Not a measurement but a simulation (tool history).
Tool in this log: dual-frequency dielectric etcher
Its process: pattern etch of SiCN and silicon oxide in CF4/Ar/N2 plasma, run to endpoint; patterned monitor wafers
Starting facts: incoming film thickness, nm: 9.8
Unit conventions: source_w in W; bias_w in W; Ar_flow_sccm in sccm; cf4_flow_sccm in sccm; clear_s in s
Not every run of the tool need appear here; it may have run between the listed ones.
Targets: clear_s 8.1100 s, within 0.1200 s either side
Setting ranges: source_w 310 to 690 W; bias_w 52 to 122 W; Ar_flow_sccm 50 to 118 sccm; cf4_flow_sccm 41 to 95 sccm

Run 1, day 0.000: source_w 500 W, bias_w 87 W, Ar_flow_sccm 84 sccm, cf4_flow_sccm 68 sccm. Result: clear_s 9.6274 s.
Run 2, day 0.288: source_w 520 W, bias_w 87 W, Ar_flow_sccm 84 sccm, cf4_flow_sccm 68 sccm. Result: clear_s 9.1675 s.
Run 3, day 0.654: source_w 530 W, bias_w 87 W, Ar_flow_sccm 84 sccm, cf4_flow_sccm 68 sccm. Result: clear_s 9.0055 s.
Run 4, day 0.821: source_w 530 W, bias_w 87 W, Ar_flow_sccm 96 sccm, cf4_flow_sccm 68 sccm. Result: clear_s 9.2179 s.
Run 5, day 0.938: source_w 530 W, bias_w 87 W, Ar_flow_sccm 105 sccm, cf4_flow_sccm 68 sccm. Result: clear_s 9.3897 s.
Run 6, day 1.238: source_w 450 W, bias_w 87 W, Ar_flow_sccm 105 sccm, cf4_flow_sccm 68 sccm. Result: clear_s 11.2640 s.
Run 7, day 1.517: source_w 470 W, bias_w 87 W, Ar_flow_sccm 105 sccm, cf4_flow_sccm 68 sccm. Result: clear_s 10.7670 s.
Run 8, day 1.838: source_w 490 W, bias_w 87 W, Ar_flow_sccm 105 sccm, cf4_flow_sccm 68 sccm. Result: clear_s 10.2170 s.
Run 9, day 2.088: source_w 510 W, bias_w 87 W, Ar_flow_sccm 105 sccm, cf4_flow_sccm 68 sccm. Result: clear_s 9.8066 s.
Run 10, day 2.446: source_w 510 W, bias_w 87 W, Ar_flow_sccm 105 sccm, cf4_flow_sccm 68 sccm. Result: clear_s 9.7506 s.
Run 11, day 2.471: source_w 520 W, bias_w 87 W, Ar_flow_sccm 105 sccm, cf4_flow_sccm 68 sccm. Result: clear_s 9.5433 s.
Run 12, day 2.783: source_w 530 W, bias_w 87 W, Ar_flow_sccm 105 sccm, cf4_flow_sccm 68 sccm. Result: clear_s 9.3567 s.

Which one of the following 4 next-run settings gets every result inside its allowed miss? There is exactly one.
Run A, day 3.096: source_w 650 W, bias_w 77 W, Ar_flow_sccm 108 sccm, cf4_flow_sccm 72 sccm. Result: clear_s ?.
Run B, day 3.096: source_w 690 W, bias_w 79 W, Ar_flow_sccm 84 sccm, cf4_flow_sccm 47 sccm. Result: clear_s ?.
Run C, day 3.096: source_w 570 W, bias_w 106 W, Ar_flow_sccm 108 sccm, cf4_flow_sccm 77 sccm. Result: clear_s ?.
Run D, day 3.096: source_w 600 W, bias_w 90 W, Ar_flow_sccm 106 sccm, cf4_flow_sccm 67 sccm. Result: clear_s ?.

move  clear_s
   A   7.8269
   B   7.8257
   C   7.7094
   D   8.0623
A: moves the result that the last run missed by most past its target, out the other side
B: moves the result that the last run missed by most past its target, out the other side
C: moves the result that the last run missed by most past its target, out the other side
D: hits every target within its allowed miss
So the answer is move D, the one that meets all the targets.
